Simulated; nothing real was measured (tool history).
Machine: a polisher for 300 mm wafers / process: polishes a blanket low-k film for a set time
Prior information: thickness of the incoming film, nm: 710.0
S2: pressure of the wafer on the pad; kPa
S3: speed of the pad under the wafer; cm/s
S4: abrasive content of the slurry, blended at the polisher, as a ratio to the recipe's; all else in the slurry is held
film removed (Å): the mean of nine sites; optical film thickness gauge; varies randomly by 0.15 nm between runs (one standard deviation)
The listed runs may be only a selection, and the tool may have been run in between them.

{"run": 1, "day": 0.0, "flow of slurry (ml/min)": 160, "S2": 11.7, "S3": 114, "S4": 1.0, "polishing time (s)": 76, "film removed (Å)": 344.94}
{"run": 2, "day": 0.267, "flow of slurry (ml/min)": 160, "S2": 11.7, "S3": 114, "S4": 0.85, "polishing time (s)": 76, "film removed (Å)": 312.86}
{"run": 3, "day": 0.546, "flow of slurry (ml/min)": 155, "S2": 11.0, "S3": 114, "S4": 0.85, "polishing time (s)": 76, "film removed (Å)": 291.24}
{"run": 4, "day": 0.708, "flow of slurry (ml/min)": 175, "S2": 11.0, "S3": 114, "S4": 0.85, "polishing time (s)": 76, "film removed (Å)": 297.18}
{"run": 5, "day": 1.071, "flow of slurry (ml/min)": 195, "S2": 11.0, "S3": 114, "S4": 0.85, "polishing time (s)": 76, "film removed (Å)": 300.92}
{"run": 6, "day": 1.396, "flow of slurry (ml/min)": 195, "S2": 9.0, "S3": 114, "S4": 0.85, "polishing time (s)": 76, "film removed (Å)": 247.58}
{"run": 7, "day": 1.483, "flow of slurry (ml/min)": 195, "S2": 8.3, "S3": 114, "S4": 0.85, "polishing time (s)": 76, "film removed (Å)": 228.2}
{"run": 8, "day": 1.512, "flow of slurry (ml/min)": 190, "S2": 8.3, "S3": 114, "S4": 0.85, "polishing time (s)": 76, "film removed (Å)": 228.09}

Forecast run 9:
{"run": 9, "day": 1.842, "flow of slurry (ml/min)": 185, "S2": 8.3, "S3": 114, "S4": 0.85, "polishing time (s)": 76, "film removed (Å)": "?"}

{"run 9": {"film removed (Å)": 228.72}}
